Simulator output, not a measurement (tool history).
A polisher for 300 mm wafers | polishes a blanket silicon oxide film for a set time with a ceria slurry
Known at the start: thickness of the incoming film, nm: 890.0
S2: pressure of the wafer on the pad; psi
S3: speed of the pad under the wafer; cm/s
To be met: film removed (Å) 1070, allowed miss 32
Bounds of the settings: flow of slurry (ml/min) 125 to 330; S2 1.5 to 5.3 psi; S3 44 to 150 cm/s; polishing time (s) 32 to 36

Run 1, day 0: flow of slurry (ml/min) 210, S2 3.4 psi, S3 96 cm/s, polishing time (s) 36. Result: film removed (Å) 1250.2.
Run 2, day 0.321: flow of slurry (ml/min) 210, S2 3.3 psi, S3 96 cm/s, polishing time (s) 36. Result: film removed (Å) 1235.4.
Run 3, day 0.375: flow of slurry (ml/min) 260, S2 3.3 psi, S3 96 cm/s, polishing time (s) 36. Result: film removed (Å) 1259.2.
Run 4, day 0.642: flow of slurry (ml/min) 260, S2 3.3 psi, S3 114 cm/s, polishing time (s) 36. Result: film removed (Å) 1478.4.
Run 5, day 0.858: flow of slurry (ml/min) 220, S2 3.3 psi, S3 114 cm/s, polishing time (s) 36. Result: film removed (Å) 1449.5.
At day 0.9: worn pad replaced by a new one.
Run 6, day 0.9: flow of slurry (ml/min) 220, S2 3.3 psi, S3 126 cm/s, polishing time (s) 36. Result: film removed (Å) 1744.6.
Run 7, day 1.267: flow of slurry (ml/min) 220, S2 3.1 psi, S3 126 cm/s, polishing time (s) 36. Result: film removed (Å) 1636.7.
Run 8, day 1.354: flow of slurry (ml/min) 220, S2 2.9 psi, S3 126 cm/s, polishing time (s) 36. Result: film removed (Å) 1556.6.
Run 9, day 1.488: flow of slurry (ml/min) 220, S2 2.7 psi, S3 126 cm/s, polishing time (s) 36. Result: film removed (Å) 1458.
Run 10, day 1.796: flow of slurry (ml/min) 220, S2 2.6 psi, S3 126 cm/s, polishing time (s) 36. Result: film removed (Å) 1432.3.
Run 11, day 2.092: flow of slurry (ml/min) 205, S2 1.6 psi, S3 124 cm/s, polishing time (s) 36. Result: film removed (Å) 921.37.
Run 12, day 2.375: flow of slurry (ml/min) 205, S2 1.7 psi, S3 124 cm/s, polishing time (s) 36. Result: film removed (Å) 953.92.

Which of these 4 next moves meets every target?
Run A, day 2.658: flow of slurry (ml/min) 130, S2 1.7 psi, S3 142 cm/s, polishing time (s) 32. Result: film removed (Å) ?.
Run B, day 2.658: flow of slurry (ml/min) 220, S2 1.8 psi, S3 116 cm/s, polishing time (s) 32. Result: film removed (Å) ?.
Run C, day 2.658: flow of slurry (ml/min) 190, S2 1.8 psi, S3 116 cm/s, polishing time (s) 32. Result: film removed (Å) ?.
Run D, day 2.658: flow of slurry (ml/min) 175, S2 2.5 psi, S3 116 cm/s, polishing time (s) 32. Result: film removed (Å) ?.

move  film removed (Å)
   A            876.91
   B            833.48
   C            816.45
   D            1062.9
A: further off than the last run
B: further off than the last run
C: further off than the last run
D: meets every target
The right move is D.
